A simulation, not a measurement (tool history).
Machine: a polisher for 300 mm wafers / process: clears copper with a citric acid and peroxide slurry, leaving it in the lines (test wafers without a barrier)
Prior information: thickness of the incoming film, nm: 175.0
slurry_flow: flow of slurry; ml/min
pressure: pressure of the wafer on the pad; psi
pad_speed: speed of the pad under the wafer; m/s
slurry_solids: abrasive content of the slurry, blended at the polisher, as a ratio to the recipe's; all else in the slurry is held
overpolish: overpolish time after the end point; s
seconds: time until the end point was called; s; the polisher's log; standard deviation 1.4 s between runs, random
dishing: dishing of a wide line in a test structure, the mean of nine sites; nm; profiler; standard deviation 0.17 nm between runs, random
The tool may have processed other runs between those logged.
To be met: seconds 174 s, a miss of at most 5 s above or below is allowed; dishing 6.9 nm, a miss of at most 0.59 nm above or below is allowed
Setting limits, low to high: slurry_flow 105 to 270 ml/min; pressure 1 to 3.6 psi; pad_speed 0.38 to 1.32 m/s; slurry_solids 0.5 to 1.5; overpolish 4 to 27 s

run 1 hour=0 | slurry_flow=175 pressure=2.3 pad_speed=0.84 slurry_solids=1 overpolish=14 | seconds=122.01 dishing=16.113
run 2 hour=6.3 | slurry_flow=175 pressure=2.3 pad_speed=0.72 slurry_solids=1 overpolish=14 | seconds=146.49 dishing=13.761
run 3 hour=9.3 | slurry_flow=175 pressure=2.3 pad_speed=0.64 slurry_solids=1 overpolish=14 | seconds=160.24 dishing=12.619
run 4 hour=17.7 | slurry_flow=175 pressure=2.3 pad_speed=0.64 slurry_solids=0.95 overpolish=14 | seconds=163.23 dishing=12.217
run 5 hour=18.6 | slurry_flow=175 pressure=2.3 pad_speed=0.64 slurry_solids=0.8 overpolish=14 | seconds=167.05 dishing=12.387
run 6 hour=26.9 | slurry_flow=175 pressure=2.3 pad_speed=0.64 slurry_solids=0.8 overpolish=16 | seconds=166.92 dishing=13.405
run 7 hour=32.2 | slurry_flow=175 pressure=2.3 pad_speed=0.64 slurry_solids=0.8 overpolish=12 | seconds=168.14 dishing=10.48
run 8 hour=36.9 | slurry_flow=175 pressure=2.3 pad_speed=0.64 slurry_solids=0.8 overpolish=10 | seconds=168.42 dishing=8.7747
run 9 hour=41.2 | slurry_flow=170 pressure=2.3 pad_speed=0.64 slurry_solids=0.8 overpolish=9 | seconds=168.92 dishing=7.8303
run 10 hour=45.1 | slurry_flow=165 pressure=2.3 pad_speed=0.64 slurry_solids=0.8 overpolish=9 | seconds=170.91 dishing=7.999
run 11 hour=53.6 | slurry_flow=165 pressure=2.3 pad_speed=0.64 slurry_solids=0.8 overpolish=7 | seconds=170.12 dishing=6.0864

Of the 4 settings listed for the next run, only one would bring every result within its allowed miss of target. Which one?
run A hour=62.1 | slurry_flow=185 pressure=1.8 pad_speed=0.84 slurry_solids=0.6 overpolish=6 | seconds=? dishing=?
run B hour=62.1 | slurry_flow=120 pressure=2.3 pad_speed=0.64 slurry_solids=0.95 overpolish=6 | seconds=? dishing=?
run C hour=62.1 | slurry_flow=185 pressure=1.9 pad_speed=0.7 slurry_solids=0.9 overpolish=8 | seconds=? dishing=?
run D hour=62.1 | slurry_flow=160 pressure=2.1 pad_speed=0.62 slurry_solids=0.85 overpolish=10 | seconds=? dishing=?

move=A seconds=163.44 dishing=5.3614
move=B seconds=171.83 dishing=5.1122
move=C seconds=173.62 dishing=6.7005
move=D seconds=186.4 dishing=7.7789
A: its largest miss is bigger than the last run's
B: its largest miss is bigger than the last run's
C: in spec on every target
D: the result that was furthest off in the last run now lies on the other side of its target
C meets every target.

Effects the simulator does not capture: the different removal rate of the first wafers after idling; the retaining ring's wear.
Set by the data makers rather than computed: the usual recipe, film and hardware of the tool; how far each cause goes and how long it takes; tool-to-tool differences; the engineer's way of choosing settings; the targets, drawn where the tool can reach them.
